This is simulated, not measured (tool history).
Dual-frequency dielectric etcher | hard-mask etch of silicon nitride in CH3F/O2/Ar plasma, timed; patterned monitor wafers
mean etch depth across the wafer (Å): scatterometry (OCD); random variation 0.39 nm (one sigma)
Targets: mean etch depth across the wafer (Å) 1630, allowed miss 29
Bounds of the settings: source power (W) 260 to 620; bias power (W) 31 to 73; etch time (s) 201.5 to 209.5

run,day,source power (W),bias power (W),etch time (s),mean etch depth across the wafer (Å)
1,0,440,52,201.5,1353.6
2,0.192,440,56,201.5,1399.5
3,0.475,440,50,201.5,1331.5
4,0.796,470,51,201.5,1369.7
5,0.979,470,51,209.5,1429.1
6,1.333,470,51,201.5,1372.1
7,1.5,560,60,203.5,1583.3
8,1.658,570,60,203.5,1584.8

Which of these 4 next moves meets every target?
A,1.817,560,65,209,?
B,1.817,600,60,205.5,?
C,1.817,520,61,202,?
D,1.817,410,71,207,?

move,mean etch depth across the wafer (Å)
A,1684
B,1633.2
C,1542.5
D,1572.5
A: takes the result that was furthest off past its target
B: meets every target
C: further off than the last run
D: further off than the last run
Move B is the one to make.
